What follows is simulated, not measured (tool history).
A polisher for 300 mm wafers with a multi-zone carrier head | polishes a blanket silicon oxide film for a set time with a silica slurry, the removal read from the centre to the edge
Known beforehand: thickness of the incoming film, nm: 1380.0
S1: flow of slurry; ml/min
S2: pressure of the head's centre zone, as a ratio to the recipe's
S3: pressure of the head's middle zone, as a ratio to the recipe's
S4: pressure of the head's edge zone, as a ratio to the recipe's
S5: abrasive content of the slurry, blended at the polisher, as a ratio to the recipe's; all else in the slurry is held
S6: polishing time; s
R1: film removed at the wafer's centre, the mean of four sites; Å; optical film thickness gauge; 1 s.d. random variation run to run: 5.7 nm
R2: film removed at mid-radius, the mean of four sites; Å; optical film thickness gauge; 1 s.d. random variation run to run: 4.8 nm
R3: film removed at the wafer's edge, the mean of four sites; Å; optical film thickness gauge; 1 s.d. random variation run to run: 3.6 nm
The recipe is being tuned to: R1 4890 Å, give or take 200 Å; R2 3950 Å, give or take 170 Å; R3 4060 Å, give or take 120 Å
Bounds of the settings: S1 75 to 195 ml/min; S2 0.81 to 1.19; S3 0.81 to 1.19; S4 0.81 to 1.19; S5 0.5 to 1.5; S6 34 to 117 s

run	hour	S1	S2	S3	S4	S5	S6	R1	R2	R3
1	0	125	1	1	1	1	75	2910.5	2878	2939.7
2	7.7	125	1	1	1	1	85	3407.5	3225.6	3400
3	14.4	135	1.04	1.01	1.02	1.05	85	3688	3430.4	3489.3
4	22.5	135	1.04	0.98	1.02	1.05	85	3581.9	3268.5	3482
5	31.3	140	1.07	0.98	1.03	1.1	85	3790.1	3363.9	3547.4
6	39.5	140	1.07	0.98	0.96	1.1	85	3704.7	3361.8	3426.7
7	44.3	145	1.1	0.99	1	1.15	85	4040.4	3460.1	3628.4
8	47.2	150	1.11	1.01	1.02	1.15	85	4059.8	3525.2	3712.3
9	52.6	155	1.13	1.01	1	1.2	85	4213.9	3636.6	3670
10	61.2	160	1.14	1.01	1.02	1.25	85	4331.8	3727.5	3769.2
11	65.1	165	1.15	1	1.03	1.3	85	4524.7	3713.8	3899.8
12	66.3	170	1.16	1.01	1.03	1.3	85	4443.1	3751.7	3842.7
13	73	170	1.17	1.01	1.03	1.35	85	4520.4	3862	3923.6

4 next moves are on the table. One of them brings every result within its allowed miss. Which?
A	79.7	180	1.19	1	1.02	1	99	?	?	?
B	79.7	140	1.04	1.02	1.08	1.4	87	?	?	?
C	79.7	155	1	1.1	1.04	1.5	78	?	?	?
D	79.7	160	1.02	1.01	1.12	1.45	81	?	?	?

move	R1	R2	R3
A	4799	3992.7	4069.3
B	4066.3	3935	4094.7
C	3663.9	3916	3728.9
D	3849	3753.2	3989.2
A: hits every target within its allowed miss
B: misses by more than the last run did
C: misses by more than the last run did
D: misses by more than the last run did
A meets every target.
